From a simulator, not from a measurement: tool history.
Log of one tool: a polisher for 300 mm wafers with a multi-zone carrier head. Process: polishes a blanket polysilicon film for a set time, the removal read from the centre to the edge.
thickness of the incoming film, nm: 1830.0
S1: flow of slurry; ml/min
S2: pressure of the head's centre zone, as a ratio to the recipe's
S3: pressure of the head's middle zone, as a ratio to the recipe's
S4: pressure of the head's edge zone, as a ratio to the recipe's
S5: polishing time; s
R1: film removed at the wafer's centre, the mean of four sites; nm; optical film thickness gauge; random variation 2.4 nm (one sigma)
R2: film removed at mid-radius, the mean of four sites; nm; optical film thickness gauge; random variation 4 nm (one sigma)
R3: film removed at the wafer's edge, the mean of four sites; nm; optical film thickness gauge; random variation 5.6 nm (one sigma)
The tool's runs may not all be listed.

Run 1, day 0: S1 275 ml/min, S2 1, S3 1, S4 1, S5 43 s. Result: R1 283.58 nm, R2 274.98 nm, R3 291.85 nm.
Run 2, day 0.296: S1 275 ml/min, S2 1, S3 1, S4 0.92, S5 43 s. Result: R1 283.89 nm, R2 270.83 nm, R3 276.54 nm.
Run 3, day 0.429: S1 275 ml/min, S2 1, S3 1, S4 0.92, S5 39 s. Result: R1 259.31 nm, R2 256.8 nm, R3 248.98 nm.
Run 4, day 0.638: S1 270 ml/min, S2 1.02, S3 1.02, S4 0.99, S5 42 s. Result: R1 277.74 nm, R2 275.9 nm, R3 282.33 nm.
Run 5, day 0.754: S1 270 ml/min, S2 1.02, S3 1.1, S4 0.99, S5 42 s. Result: R1 280.43 nm, R2 293.29 nm, R3 279.47 nm.
Run 6, day 0.896: S1 270 ml/min, S2 0.94, S3 1.1, S4 0.99, S5 42 s. Result: R1 260.7 nm, R2 290.37 nm, R3 281.33 nm.

The next listed run, before its measurement:
Run 7, day 1.158: S1 275 ml/min, S2 0.98, S3 1.08, S4 1.04, S5 45 s. Result: R1 ?, R2 ?, R3 ?.

{"run 7": {"R1": 295.19, "R2": 305.32, "R3": 306.86}}
